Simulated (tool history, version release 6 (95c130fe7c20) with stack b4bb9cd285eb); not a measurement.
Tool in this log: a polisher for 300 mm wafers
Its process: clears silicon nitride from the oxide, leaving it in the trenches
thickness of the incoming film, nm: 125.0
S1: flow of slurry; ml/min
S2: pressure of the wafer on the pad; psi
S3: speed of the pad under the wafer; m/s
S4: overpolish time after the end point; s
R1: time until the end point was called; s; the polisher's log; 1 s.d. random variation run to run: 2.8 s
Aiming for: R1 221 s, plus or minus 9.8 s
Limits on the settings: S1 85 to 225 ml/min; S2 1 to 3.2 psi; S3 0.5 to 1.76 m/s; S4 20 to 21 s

run,hour,S1,S2,S3,S4,R1
1,0,145,2.1,1.12,20,176.3
2,8.9,145,2.1,1.36,20,145.45
3,13.7,170,2.1,1.36,20,142.23
4,19.1,170,1.9,1.36,20,156.36
5,20.1,170,1.9,1.36,21,155.67
6,25.1,170,1.9,1.36,20,154.71
7,29.9,170,1.7,1.36,20,172.15
8,34.7,170,1.6,1.36,20,177.93
9,37.9,170,1.5,1.36,20,192.69
10,41.8,170,1.4,1.36,20,202.87

Exactly one of the 5 candidate moves below puts every result within its allowed miss. Which one?
A,45.7,175,1.4,1.36,21,?
B,45.7,150,1.8,1.16,20,?
C,45.7,150,1.4,1.28,21,?
D,45.7,140,2,1.06,20,?
E,45.7,175,1.1,1.36,21,?

move,R1
A,200.18
B,191.79
C,216.25
D,192.41
E,244.3
A: lands further from the targets than the last run did
B: lands further from the targets than the last run did
C: meets every target
D: lands further from the targets than the last run did
E: takes the biggest miss from the last run beyond its target
C is the move that brings every result within its allowed miss.
